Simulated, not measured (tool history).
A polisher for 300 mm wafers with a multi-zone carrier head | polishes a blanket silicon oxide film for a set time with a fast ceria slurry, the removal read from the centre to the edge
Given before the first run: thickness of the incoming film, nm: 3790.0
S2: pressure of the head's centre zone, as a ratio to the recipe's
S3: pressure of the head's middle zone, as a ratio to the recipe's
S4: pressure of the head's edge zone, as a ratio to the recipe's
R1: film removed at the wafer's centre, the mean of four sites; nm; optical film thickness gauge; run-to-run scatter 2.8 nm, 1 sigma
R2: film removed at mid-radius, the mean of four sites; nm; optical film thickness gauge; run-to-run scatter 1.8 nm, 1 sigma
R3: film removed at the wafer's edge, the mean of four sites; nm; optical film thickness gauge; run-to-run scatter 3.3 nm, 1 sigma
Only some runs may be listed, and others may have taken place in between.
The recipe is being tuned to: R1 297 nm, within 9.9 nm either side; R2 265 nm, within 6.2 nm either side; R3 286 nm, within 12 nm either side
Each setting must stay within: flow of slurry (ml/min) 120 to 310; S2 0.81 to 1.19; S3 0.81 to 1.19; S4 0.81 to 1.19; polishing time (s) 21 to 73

{"run": 1, "hour": 0.0, "flow of slurry (ml/min)": 200, "S2": 1, "S3": 1, "S4": 1, "polishing time (s)": 47, "R1": 515.51, "R2": 528.39, "R3": 524.55}
{"run": 2, "hour": 7.1, "flow of slurry (ml/min)": 185, "S2": 1, "S3": 0.95, "S4": 0.95, "polishing time (s)": 39, "R1": 424.66, "R2": 418.57, "R3": 427.49}
{"run": 3, "hour": 10.6, "flow of slurry (ml/min)": 185, "S2": 0.92, "S3": 0.95, "S4": 0.95, "polishing time (s)": 39, "R1": 394.66, "R2": 413.56, "R3": 414.73}
{"run": 4, "hour": 18.2, "flow of slurry (ml/min)": 185, "S2": 0.92, "S3": 0.95, "S4": 1.02, "polishing time (s)": 39, "R1": 386.37, "R2": 418.7, "R3": 435.4}
{"run": 5, "hour": 23.7, "flow of slurry (ml/min)": 185, "S2": 0.92, "S3": 0.92, "S4": 1.02, "polishing time (s)": 39, "R1": 396.96, "R2": 401.07, "R3": 437.02}
{"run": 6, "hour": 31.6, "flow of slurry (ml/min)": 160, "S2": 0.92, "S3": 0.92, "S4": 1.02, "polishing time (s)": 39, "R1": 382.85, "R2": 397.23, "R3": 434.41}
{"run": 7, "hour": 39.9, "flow of slurry (ml/min)": 170, "S2": 0.92, "S3": 0.89, "S4": 0.96, "polishing time (s)": 34, "R1": 334.63, "R2": 339.69, "R3": 367.7}
{"run": 8, "hour": 42.1, "flow of slurry (ml/min)": 175, "S2": 0.94, "S3": 0.86, "S4": 0.91, "polishing time (s)": 32, "R1": 325.06, "R2": 311.23, "R3": 339.93}

Which of these 5 next moves meets every target?
{"run": "A", "hour": 44.3, "flow of slurry (ml/min)": 145, "S2": 1.13, "S3": 0.99, "S4": 0.81, "polishing time (s)": 26, "R1": "?", "R2": "?", "R3": "?"}
{"run": "B", "hour": 44.3, "flow of slurry (ml/min)": 190, "S2": 1.01, "S3": 0.86, "S4": 0.88, "polishing time (s)": 27, "R1": "?", "R2": "?", "R3": "?"}
{"run": "C", "hour": 44.3, "flow of slurry (ml/min)": 125, "S2": 0.99, "S3": 0.99, "S4": 0.85, "polishing time (s)": 26, "R1": "?", "R2": "?", "R3": "?"}
{"run": "D", "hour": 44.3, "flow of slurry (ml/min)": 185, "S2": 0.95, "S3": 0.96, "S4": 0.84, "polishing time (s)": 29, "R1": "?", "R2": "?", "R3": "?"}
{"run": "E", "hour": 44.3, "flow of slurry (ml/min)": 170, "S2": 0.96, "S3": 0.81, "S4": 0.91, "polishing time (s)": 26, "R1": "?", "R2": "?", "R3": "?"}

move=A R1=307.52 R2=280.46 R3=267.19
move=B R1=294.72 R2=267.1 R3=291.72
move=C R1=263.9 R2=275.77 R3=267.84
move=D R1=296.86 R2=313.56 R3=307.65
move=E R1=265.94 R2=242.01 R3=281.68
A: nearer than the last run, and not there yet
B: every result within its allowed miss
C: nearer than the last run, and not there yet
D: its largest miss is bigger than the last run's
E: the result that was furthest off in the last run now lies on the other side of its target
Answer: B

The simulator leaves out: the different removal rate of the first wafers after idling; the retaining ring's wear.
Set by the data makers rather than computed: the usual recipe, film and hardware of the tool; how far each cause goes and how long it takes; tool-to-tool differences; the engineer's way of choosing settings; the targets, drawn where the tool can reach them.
